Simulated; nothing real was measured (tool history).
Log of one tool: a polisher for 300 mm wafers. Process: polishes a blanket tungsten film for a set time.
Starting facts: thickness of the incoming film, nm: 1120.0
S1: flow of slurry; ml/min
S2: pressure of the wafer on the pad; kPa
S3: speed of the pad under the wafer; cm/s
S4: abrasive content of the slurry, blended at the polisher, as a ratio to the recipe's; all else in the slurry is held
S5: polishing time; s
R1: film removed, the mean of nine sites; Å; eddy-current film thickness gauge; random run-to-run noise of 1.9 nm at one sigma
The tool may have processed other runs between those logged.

Run 1, day 0: S1 155 ml/min, S2 21.4 kPa, S3 134 cm/s, S4 1, S5 48 s. Result: R1 2152.1 Å.
Run 2, day 0.062: S1 155 ml/min, S2 20 kPa, S3 134 cm/s, S4 1, S5 48 s. Result: R1 2058.2 Å.
Run 3, day 0.367: S1 155 ml/min, S2 20 kPa, S3 134 cm/s, S4 1.15, S5 48 s. Result: R1 2115.3 Å.
Run 4, day 0.533: S1 155 ml/min, S2 18.6 kPa, S3 134 cm/s, S4 1.15, S5 48 s. Result: R1 1962.7 Å.
Run 5, day 0.596: S1 170 ml/min, S2 18.6 kPa, S3 134 cm/s, S4 1.15, S5 48 s. Result: R1 1922.8 Å.
Run 6, day 0.633: S1 170 ml/min, S2 24.1 kPa, S3 134 cm/s, S4 1.15, S5 48 s. Result: R1 2497 Å.
Run 7, day 0.829: S1 170 ml/min, S2 24.1 kPa, S3 134 cm/s, S4 1.15, S5 48 s. Result: R1 2540.7 Å.

Run 8 has not been measured yet. What should we expect?
Run 8, day 1.025: S1 170 ml/min, S2 22.1 kPa, S3 132 cm/s, S4 1.15, S5 48 s. Result: R1 ?.

For run 8 the tool returned R1 2306.4 Å.
